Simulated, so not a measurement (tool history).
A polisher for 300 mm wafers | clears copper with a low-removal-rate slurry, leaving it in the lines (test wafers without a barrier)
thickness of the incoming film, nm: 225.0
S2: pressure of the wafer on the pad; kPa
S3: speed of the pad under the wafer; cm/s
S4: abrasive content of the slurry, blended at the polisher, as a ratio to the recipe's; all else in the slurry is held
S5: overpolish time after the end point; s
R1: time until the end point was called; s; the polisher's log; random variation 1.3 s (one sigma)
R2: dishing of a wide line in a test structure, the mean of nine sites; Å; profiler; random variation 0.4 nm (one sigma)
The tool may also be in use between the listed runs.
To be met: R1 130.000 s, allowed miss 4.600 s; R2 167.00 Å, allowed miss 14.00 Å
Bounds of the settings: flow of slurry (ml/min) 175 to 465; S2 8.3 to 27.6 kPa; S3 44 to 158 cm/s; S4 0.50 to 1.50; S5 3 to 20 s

run 1 day=0.000 | flow_of_slurry_(ml/min)=295 S2=17.9 S3=100 S4=1.00 S5=10 | R1=73.301 R2=225.72
run 2 day=0.029 | flow_of_slurry_(ml/min)=295 S2=17.9 S3=90 S4=1.00 S5=10 | R1=81.793 R2=205.12
run 3 day=0.296 | flow_of_slurry_(ml/min)=295 S2=17.9 S3=90 S4=1.00 S5=14 | R1=82.080 R2=280.70
run 4 day=0.438 | flow_of_slurry_(ml/min)=295 S2=13.8 S3=90 S4=1.00 S5=14 | R1=105.630 R2=216.61
run 5 day=0.708 | flow_of_slurry_(ml/min)=295 S2=13.1 S3=90 S4=1.00 S5=14 | R1=108.950 R2=209.09
run 6 day=0.988 | flow_of_slurry_(ml/min)=295 S2=12.4 S3=90 S4=1.00 S5=14 | R1=116.080 R2=196.90
run 7 day=1.325 | flow_of_slurry_(ml/min)=295 S2=12.4 S3=90 S4=1.00 S5=14 | R1=115.580 R2=201.43
run 8 day=1.688 | flow_of_slurry_(ml/min)=295 S2=11.7 S3=90 S4=1.00 S5=14 | R1=123.720 R2=190.87

Which of these 5 next moves meets every target?
run A day=2.050 | flow_of_slurry_(ml/min)=325 S2=11.0 S3=84 S4=1.10 S5=18 | R1=? R2=?
run B day=2.050 | flow_of_slurry_(ml/min)=295 S2=11.7 S3=100 S4=0.95 S5=11 | R1=? R2=?
run C day=2.050 | flow_of_slurry_(ml/min)=290 S2=14.5 S3=66 S4=1.10 S5=13 | R1=? R2=?
run D day=2.050 | flow_of_slurry_(ml/min)=245 S2=11.7 S3=84 S4=1.15 S5=15 | R1=? R2=?
run E day=2.050 | flow_of_slurry_(ml/min)=300 S2=9.0 S3=128 S4=0.90 S5=12 | R1=? R2=?

move=A R1=134.980 R2=226.91
move=B R1=113.720 R2=168.76
move=C R1=132.420 R2=172.12
move=D R1=128.990 R2=200.45
move=E R1=117.250 R2=176.37
A: further off than the last run
B: brings the result that was furthest off to its target, and leaves another outside
C: meets every target
D: further off than the last run
E: brings the result that was furthest off to its target, and leaves another outside
Answer: C
